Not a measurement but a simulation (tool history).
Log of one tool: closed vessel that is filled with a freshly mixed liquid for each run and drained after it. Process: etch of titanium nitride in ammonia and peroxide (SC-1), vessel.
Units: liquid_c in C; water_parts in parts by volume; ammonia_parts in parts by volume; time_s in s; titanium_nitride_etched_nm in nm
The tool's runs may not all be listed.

run	hour	liquid_c	water_parts	ammonia_parts	time_s	titanium_nitride_etched_nm
1	0	49	25.5	0.65	355	12.088
2	1.9	49	25.5	0.45	355	11.233
3	5.1	47.5	25.5	0.45	355	10.26
4	7.1	46	25.5	0.45	355	9.2056
5	7.6	45	25.5	0.45	355	8.5888
# hour 11.6: ammonia flow meter replaced
6	11.6	45	25.5	0.6	355	8.9049
7	18.1	44	25.5	0.6	355	8.2995

The next listed run, before its measurement:
8	21.2	43.5	25.5	0.6	355	?

Run 8 gave titanium_nitride_etched_nm 8.0391 nm.
